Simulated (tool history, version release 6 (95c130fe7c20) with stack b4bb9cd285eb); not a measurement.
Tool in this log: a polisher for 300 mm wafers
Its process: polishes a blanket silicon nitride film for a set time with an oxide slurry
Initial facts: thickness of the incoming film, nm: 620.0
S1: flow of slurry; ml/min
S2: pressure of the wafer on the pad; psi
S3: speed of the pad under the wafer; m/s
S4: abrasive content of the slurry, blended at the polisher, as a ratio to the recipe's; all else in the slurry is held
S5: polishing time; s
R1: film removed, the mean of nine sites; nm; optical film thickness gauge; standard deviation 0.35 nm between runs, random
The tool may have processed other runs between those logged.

| run | hour | S1 | S2 | S3 | S4 | S5 | R1 |
|---|---|---|---|---|---|---|---|
| 1 | 0.0 | 215 | 4.3 | 0.84 | 1.00 | 77 | 56.134 |
| 2 | 4.3 | 215 | 4.3 | 0.96 | 1.00 | 77 | 60.780 |
| 3 | 5.0 | 215 | 4.3 | 0.96 | 0.85 | 77 | 55.374 |
| 4 | 12.5 | 215 | 4.3 | 0.84 | 0.85 | 77 | 51.567 |
| 5 | 16.8 | 215 | 4.3 | 0.84 | 0.85 | 81 | 53.786 |
| 6 | 18.9 | 215 | 4.3 | 0.84 | 0.65 | 81 | 47.218 |
| 7 | 20.8 | 210 | 4.1 | 0.84 | 0.65 | 81 | 44.635 |
| 8 | 25.2 | 205 | 4.0 | 0.84 | 0.65 | 81 | 43.911 |
| 9 | 34.3 | 205 | 3.8 | 0.84 | 0.65 | 81 | 41.048 |
| 10 | 38.2 | 200 | 3.8 | 0.84 | 0.65 | 81 | 40.890 |
| 11 | 46.2 | 195 | 3.8 | 0.84 | 0.65 | 81 | 40.478 |

Expected results for the next run?
| 12 | 49.7 | 190 | 3.8 | 0.84 | 0.65 | 81 | ? |

For run 12 the tool returned R1 40.200 nm.

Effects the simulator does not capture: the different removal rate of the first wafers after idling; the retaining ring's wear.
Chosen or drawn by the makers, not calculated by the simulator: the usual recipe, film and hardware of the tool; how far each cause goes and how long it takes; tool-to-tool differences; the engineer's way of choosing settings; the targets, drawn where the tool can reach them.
